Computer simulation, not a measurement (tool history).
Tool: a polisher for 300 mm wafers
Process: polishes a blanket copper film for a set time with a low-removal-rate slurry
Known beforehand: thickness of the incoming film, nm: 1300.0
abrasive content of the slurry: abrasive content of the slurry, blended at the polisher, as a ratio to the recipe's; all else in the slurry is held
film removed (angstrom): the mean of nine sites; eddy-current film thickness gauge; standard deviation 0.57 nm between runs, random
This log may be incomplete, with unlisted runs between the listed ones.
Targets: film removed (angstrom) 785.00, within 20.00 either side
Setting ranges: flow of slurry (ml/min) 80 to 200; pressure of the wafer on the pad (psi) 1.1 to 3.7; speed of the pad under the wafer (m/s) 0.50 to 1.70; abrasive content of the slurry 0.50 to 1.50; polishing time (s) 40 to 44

run  hour  flow of slurry (ml/min)  pressure of the wafer on the pad (psi)  speed of the pad under the wafer (m/s)  abrasive content of the slurry  polishing time (s)  film removed (angstrom)
  1   0.0                      130                                     2.4                                    1.10                            1.00                  44                  1159.10
  2   6.4                      120                                     2.2                                    1.10                            1.00                  44                  1053.90
  3  12.1                      150                                     2.2                                    1.10                            1.00                  44                  1117.50
  4  18.1                      135                                     2.0                                    1.10                            1.00                  44                  1016.10
  5  27.0                      135                                     2.5                                    1.10                            1.00                  44                  1187.60
  6  33.5                      125                                     2.2                                    1.10                            1.00                  44                  1086.50
  7  37.9                      120                                     1.9                                    1.10                            1.00                  44                   956.80
  8  40.6                      115                                     1.8                                    1.10                            1.00                  44                   909.93
  9  41.6                      110                                     1.7                                    1.10                            1.00                  44                   866.37
 10  44.5                       90                                     1.5                                    1.10                            1.00                  44                   761.93

Next run, 4 choices. One meets every target within its allowed miss, the rest don't. Which?
  A  47.4                      100                                     1.1                                    1.34                            1.15                  40                        ?
  B  47.4                       85                                     1.6                                    1.20                            1.05                  43                        ?
  C  47.4                       90                                     1.3                                    1.14                            1.00                  44                        ?
  D  47.4                       90                                     1.5                                    1.20                            1.10                  41                        ?

move  film removed (angstrom)
   A                   743.31
   B                   843.43
   C                   731.15
   D                   790.86
A: its largest miss is bigger than the last run's
B: takes the result that was furthest off past its target
C: its largest miss is bigger than the last run's
D: in spec on every target
The move that meets every target is D.

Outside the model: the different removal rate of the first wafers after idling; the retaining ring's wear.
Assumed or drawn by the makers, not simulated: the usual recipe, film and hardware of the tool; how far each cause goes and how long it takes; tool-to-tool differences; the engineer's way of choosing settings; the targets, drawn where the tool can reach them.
